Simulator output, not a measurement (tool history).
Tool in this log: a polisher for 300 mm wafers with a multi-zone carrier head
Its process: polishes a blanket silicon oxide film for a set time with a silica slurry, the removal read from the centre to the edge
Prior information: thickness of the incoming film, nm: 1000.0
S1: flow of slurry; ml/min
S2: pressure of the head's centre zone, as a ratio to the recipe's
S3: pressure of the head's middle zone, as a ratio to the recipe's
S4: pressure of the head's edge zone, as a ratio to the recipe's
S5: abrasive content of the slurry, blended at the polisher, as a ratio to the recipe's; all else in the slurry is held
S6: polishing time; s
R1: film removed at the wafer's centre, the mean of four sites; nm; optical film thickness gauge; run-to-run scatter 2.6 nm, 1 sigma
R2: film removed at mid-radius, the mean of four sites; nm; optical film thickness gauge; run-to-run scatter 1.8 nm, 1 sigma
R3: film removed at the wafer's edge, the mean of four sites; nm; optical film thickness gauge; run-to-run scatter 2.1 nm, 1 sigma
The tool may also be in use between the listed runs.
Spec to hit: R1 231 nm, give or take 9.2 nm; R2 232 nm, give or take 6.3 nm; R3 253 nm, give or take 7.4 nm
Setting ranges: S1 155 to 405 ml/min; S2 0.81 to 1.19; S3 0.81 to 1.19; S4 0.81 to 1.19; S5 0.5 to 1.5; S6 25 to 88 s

{"run": 1, "hour": 0.0, "S1": 260, "S2": 1, "S3": 1, "S4": 1, "S5": 1, "S6": 56, "R1": 279.13, "R2": 273.34, "R3": 276.69}
{"run": 2, "hour": 8.2, "S1": 260, "S2": 0.93, "S3": 1, "S4": 1, "S5": 1, "S6": 56, "R1": 260.45, "R2": 273.3, "R3": 278.18}
{"run": 3, "hour": 15.6, "S1": 260, "S2": 0.93, "S3": 1, "S4": 0.97, "S5": 1, "S6": 56, "R1": 259.72, "R2": 270.18, "R3": 276.35}
{"run": 4, "hour": 22.3, "S1": 255, "S2": 0.92, "S3": 0.98, "S4": 0.95, "S5": 0.95, "S6": 56, "R1": 254.32, "R2": 262.31, "R3": 264.48}
{"run": 5, "hour": 28.8, "S1": 255, "S2": 0.92, "S3": 0.98, "S4": 0.95, "S5": 0.95, "S6": 62, "R1": 280.54, "R2": 289.66, "R3": 291.42}
{"run": 6, "hour": 33.1, "S1": 255, "S2": 0.92, "S3": 0.98, "S4": 0.95, "S5": 0.95, "S6": 49, "R1": 220.3, "R2": 229.58, "R3": 233.96}
{"run": 7, "hour": 34.8, "S1": 265, "S2": 0.92, "S3": 0.97, "S4": 0.97, "S5": 0.95, "S6": 49, "R1": 220.01, "R2": 223.43, "R3": 236.64}
{"run": 8, "hour": 35.7, "S1": 265, "S2": 0.92, "S3": 0.97, "S4": 0.97, "S5": 0.95, "S6": 49, "R1": 222.22, "R2": 224.94, "R3": 233.89}

Consider the 5 candidate settings below. Which is the only one whose results all fall within their allowed miss of target?
{"run": "A", "hour": 36.6, "S1": 270, "S2": 0.84, "S3": 0.94, "S4": 1.05, "S5": 1.15, "S6": 47, "R1": "?", "R2": "?", "R3": "?"}
{"run": "B", "hour": 36.6, "S1": 245, "S2": 0.88, "S3": 1.01, "S4": 0.92, "S5": 0.6, "S6": 65, "R1": "?", "R2": "?", "R3": "?"}
{"run": "C", "hour": 36.6, "S1": 260, "S2": 0.85, "S3": 1.03, "S4": 0.97, "S5": 1.1, "S6": 47, "R1": "?", "R2": "?", "R3": "?"}
{"run": "D", "hour": 36.6, "S1": 230, "S2": 0.93, "S3": 1.03, "S4": 0.91, "S5": 1.1, "S6": 49, "R1": "?", "R2": "?", "R3": "?"}
{"run": "E", "hour": 36.6, "S1": 230, "S2": 0.9, "S3": 0.93, "S4": 1.02, "S5": 0.95, "S6": 53, "R1": "?", "R2": "?", "R3": "?"}

move=A R1=215.16 R2=230.41 R3=253.44
move=B R1=221.52 R2=242.27 R3=236.4
move=C R1=212.37 R2=243.12 R3=238.49
move=D R1=235.06 R2=249.29 R3=238.58
move=E R1=231.32 R2=231.79 R3=255.11
A: meets the target for the result that was furthest off, but another lies outside its allowed miss
B: closes in on the targets versus the last run, not all within tolerance yet
C: closes in on the targets versus the last run, not all within tolerance yet
D: further off than the last run
E: all results in spec
So the answer is move E, the one that meets all the targets.
